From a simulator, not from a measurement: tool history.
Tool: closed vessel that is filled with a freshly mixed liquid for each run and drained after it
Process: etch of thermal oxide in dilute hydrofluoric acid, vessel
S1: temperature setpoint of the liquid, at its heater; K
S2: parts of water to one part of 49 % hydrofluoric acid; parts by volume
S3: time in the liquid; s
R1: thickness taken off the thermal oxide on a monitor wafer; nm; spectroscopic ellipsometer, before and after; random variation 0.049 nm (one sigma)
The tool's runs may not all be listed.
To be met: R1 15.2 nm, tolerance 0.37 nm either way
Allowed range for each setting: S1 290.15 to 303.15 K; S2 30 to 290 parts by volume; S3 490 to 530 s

run	day	S1	S2	S3	R1
1	0	295.15	160	490	11.457
2	0.271	297.15	160	490	12.346
3	0.5	297.15	105	490	20.138
4	0.821	300.65	105	490	23.057
5	1.104	300.65	125	490	18.801
6	1.446	300.65	160	490	14.12
7	1.479	301.15	160	490	14.301
8	1.654	301.65	160	490	14.55

Exercise: of the 4 proposed moves below, exactly one satisfies all targets within the stated allowed misses. Which move is it?
A	1.829	302.15	170	490	?
B	1.829	300.65	165	500	?
C	1.829	302.65	175	510	?
D	1.829	298.65	150	525	?

move	R1
A	13.791
B	13.82
C	14.106
D	15.09
A: lands further from the targets than the last run did
B: lands further from the targets than the last run did
C: lands further from the targets than the last run did
D: in spec on every target
Correct choice: D, which meets every target

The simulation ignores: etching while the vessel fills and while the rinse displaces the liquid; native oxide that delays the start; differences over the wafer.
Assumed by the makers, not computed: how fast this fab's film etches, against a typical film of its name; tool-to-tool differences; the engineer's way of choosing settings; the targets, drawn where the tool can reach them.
